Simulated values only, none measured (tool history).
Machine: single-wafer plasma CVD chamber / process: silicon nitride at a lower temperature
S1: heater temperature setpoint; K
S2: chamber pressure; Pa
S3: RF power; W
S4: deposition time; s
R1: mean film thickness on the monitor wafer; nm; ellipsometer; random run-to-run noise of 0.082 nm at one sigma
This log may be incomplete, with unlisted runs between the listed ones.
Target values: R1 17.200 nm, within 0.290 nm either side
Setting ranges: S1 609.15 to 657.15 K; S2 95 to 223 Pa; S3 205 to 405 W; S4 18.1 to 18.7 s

{"run": 1, "day": 0.0, "S1": 633.15, "S2": 159, "S3": 305, "S4": 18.1, "R1": 20.603}
{"run": 2, "day": 0.371, "S1": 633.15, "S2": 159, "S3": 305, "S4": 18.1, "R1": 20.673}
{"run": 3, "day": 0.65, "S1": 633.15, "S2": 159, "S3": 340, "S4": 18.1, "R1": 22.665}
{"run": 4, "day": 0.708, "S1": 633.15, "S2": 139, "S3": 340, "S4": 18.1, "R1": 21.652}
{"run": 5, "day": 0.775, "S1": 633.15, "S2": 131, "S3": 330, "S4": 18.1, "R1": 20.511}
{"run": 6, "day": 1.033, "S1": 623.15, "S2": 131, "S3": 330, "S4": 18.1, "R1": 20.694}
{"run": 7, "day": 1.146, "S1": 623.15, "S2": 124, "S3": 320, "S4": 18.1, "R1": 19.833}
{"run": 8, "day": 1.496, "S1": 623.15, "S2": 119, "S3": 315, "S4": 18.1, "R1": 19.287}
{"run": 9, "day": 1.733, "S1": 623.15, "S2": 115, "S3": 310, "S4": 18.1, "R1": 18.579}
{"run": 10, "day": 1.975, "S1": 623.15, "S2": 111, "S3": 310, "S4": 18.1, "R1": 18.203}
{"run": 11, "day": 2.296, "S1": 623.15, "S2": 108, "S3": 310, "S4": 18.1, "R1": 18.325}
{"run": 12, "day": 2.562, "S1": 623.15, "S2": 105, "S3": 310, "S4": 18.1, "R1": 18.108}
{"run": 13, "day": 2.738, "S1": 623.15, "S2": 103, "S3": 310, "S4": 18.1, "R1": 17.749}
{"run": 14, "day": 2.875, "S1": 624.15, "S2": 101, "S3": 310, "S4": 18.1, "R1": 17.577}
{"run": 15, "day": 2.996, "S1": 625.15, "S2": 101, "S3": 310, "S4": 18.1, "R1": 17.61}
{"run": 16, "day": 3.125, "S1": 626.15, "S2": 100, "S3": 310, "S4": 18.1, "R1": 17.537}
{"run": 17, "day": 3.292, "S1": 626.15, "S2": 95, "S3": 305, "S4": 18.1, "R1": 16.885}
{"run": 18, "day": 3.5, "S1": 625.15, "S2": 95, "S3": 305, "S4": 18.1, "R1": 16.897}

5 next moves are on the table. One of them brings every result within its allowed miss. Which?
{"run": "A", "day": 3.708, "S1": 628.15, "S2": 95, "S3": 315, "S4": 18.1, "R1": "?"}
{"run": "B", "day": 3.708, "S1": 632.15, "S2": 95, "S3": 285, "S4": 18.6, "R1": "?"}
{"run": "C", "day": 3.708, "S1": 628.15, "S2": 95, "S3": 300, "S4": 18.1, "R1": "?"}
{"run": "D", "day": 3.708, "S1": 625.15, "S2": 101, "S3": 285, "S4": 18.2, "R1": "?"}
{"run": "E", "day": 3.708, "S1": 618.15, "S2": 97, "S3": 290, "S4": 18.4, "R1": "?"}

move=A R1=17.436
move=B R1=16.358
move=C R1=16.706
move=D R1=16.592
move=E R1=16.749
A: all results in spec
B: misses by more than the last run did
C: misses by more than the last run did
D: misses by more than the last run did
E: misses by more than the last run did
Go with A: it meets all targets.
